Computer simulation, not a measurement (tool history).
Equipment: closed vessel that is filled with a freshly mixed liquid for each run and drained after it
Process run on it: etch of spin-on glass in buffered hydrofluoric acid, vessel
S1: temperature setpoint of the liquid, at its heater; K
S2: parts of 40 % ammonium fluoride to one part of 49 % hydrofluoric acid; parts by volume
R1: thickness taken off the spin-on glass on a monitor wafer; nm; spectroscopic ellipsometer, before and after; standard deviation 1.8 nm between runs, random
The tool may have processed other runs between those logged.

run 1 hour=0.0 | S1=295.15 S2=12 time_in_the_liquid_(s)=105 | R1=330.14
run 2 hour=1.7 | S1=295.65 S2=12 time_in_the_liquid_(s)=105 | R1=340.13
run 3 hour=5.2 | S1=295.65 S2=12 time_in_the_liquid_(s)=105 | R1=339.58
run 4 hour=6.3 | S1=296.15 S2=12 time_in_the_liquid_(s)=105 | R1=348.91
run 5 hour=12.8 | S1=296.65 S2=12 time_in_the_liquid_(s)=105 | R1=360.64
run 6 hour=21.6 | S1=293.15 S2=12 time_in_the_liquid_(s)=105 | R1=294.43

Forecast run 7:
run 7 hour=22.5 | S1=294.65 S2=12 time_in_the_liquid_(s)=105 | R1=?

Run 7 measured R1 320.83 nm.
